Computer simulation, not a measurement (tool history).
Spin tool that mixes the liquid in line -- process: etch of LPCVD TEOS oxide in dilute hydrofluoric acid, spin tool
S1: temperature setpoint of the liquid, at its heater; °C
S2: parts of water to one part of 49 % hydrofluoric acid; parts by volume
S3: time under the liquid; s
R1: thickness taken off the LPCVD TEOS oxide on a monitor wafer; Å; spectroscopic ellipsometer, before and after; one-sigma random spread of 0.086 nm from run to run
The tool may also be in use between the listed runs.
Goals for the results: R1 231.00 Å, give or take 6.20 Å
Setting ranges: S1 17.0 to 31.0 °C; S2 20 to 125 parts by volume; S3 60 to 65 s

run	day	S1	S2	S3	R1
1	0.000	23.0	70	60	189.26
2	0.154	24.5	70	60	200.34
3	0.379	21.0	70	60	172.18
4	0.438	21.0	60	60	204.92
5	0.629	22.0	60	60	214.34
6	0.817	22.0	60	60	213.75
7	1.071	22.5	60	60	219.47
8	1.121	23.0	60	60	221.18

Which of these 4 next moves meets every target?
A	1.171	22.5	60	60	?
B	1.171	19.0	50	60	?
C	1.171	23.0	60	65	?
D	1.171	23.5	60	65	?

move	R1
A	217.48
B	228.00
C	240.52
D	245.51
A: the biggest miss grows against the last run
B: every result lands within tolerance
C: the result that was furthest off in the last run now lies on the other side of its target
D: the result that was furthest off in the last run now lies on the other side of its target
The move that meets every target is B.
